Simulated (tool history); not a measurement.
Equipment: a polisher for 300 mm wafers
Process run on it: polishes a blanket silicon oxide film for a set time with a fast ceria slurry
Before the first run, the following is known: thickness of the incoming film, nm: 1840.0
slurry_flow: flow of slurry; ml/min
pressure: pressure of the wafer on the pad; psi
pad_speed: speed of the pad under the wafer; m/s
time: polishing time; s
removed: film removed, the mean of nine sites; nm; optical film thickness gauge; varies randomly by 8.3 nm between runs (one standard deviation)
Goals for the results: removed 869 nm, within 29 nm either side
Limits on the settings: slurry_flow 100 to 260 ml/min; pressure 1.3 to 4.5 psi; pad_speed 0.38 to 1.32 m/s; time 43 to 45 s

Run 1, day 0: slurry_flow 165 ml/min, pressure 2.9 psi, pad_speed 0.84 m/s, time 43 s. Result: removed 582.64 nm.
Run 2, day 0.029: slurry_flow 140 ml/min, pressure 2.9 psi, pad_speed 0.84 m/s, time 43 s. Result: removed 561.43 nm.
Run 3, day 0.333: slurry_flow 145 ml/min, pressure 3 psi, pad_speed 0.84 m/s, time 43 s. Result: removed 591.62 nm.
Run 4, day 0.362: slurry_flow 150 ml/min, pressure 3.1 psi, pad_speed 0.84 m/s, time 43 s. Result: removed 614.77 nm.
Run 5, day 0.504: slurry_flow 125 ml/min, pressure 3.1 psi, pad_speed 0.84 m/s, time 43 s. Result: removed 584.25 nm.
Run 6, day 0.671: slurry_flow 135 ml/min, pressure 3.2 psi, pad_speed 0.84 m/s, time 43 s. Result: removed 615.56 nm.
Run 7, day 0.812: slurry_flow 145 ml/min, pressure 3.3 psi, pad_speed 0.84 m/s, time 43 s. Result: removed 632.16 nm.
Run 8, day 1.05: slurry_flow 145 ml/min, pressure 4.1 psi, pad_speed 0.86 m/s, time 43 s. Result: removed 818.32 nm.

Exercise: of the 4 proposed moves below, exactly one satisfies all targets within the stated allowed misses. Which move is it?
Run A, day 1.288: slurry_flow 205 ml/min, pressure 4.3 psi, pad_speed 0.7 m/s, time 43 s. Result: removed ?.
Run B, day 1.288: slurry_flow 150 ml/min, pressure 3.9 psi, pad_speed 0.96 m/s, time 43 s. Result: removed ?.
Run C, day 1.288: slurry_flow 155 ml/min, pressure 4.3 psi, pad_speed 0.78 m/s, time 44 s. Result: removed ?.
Run D, day 1.288: slurry_flow 100 ml/min, pressure 4.2 psi, pad_speed 0.86 m/s, time 45 s. Result: removed ?.

move  removed
   A   742.39
   B   854.66
   C   795.01
   D   773.37
A: the biggest miss grows against the last run
B: hits every target within its allowed miss
C: the biggest miss grows against the last run
D: the biggest miss grows against the last run
B meets every target.
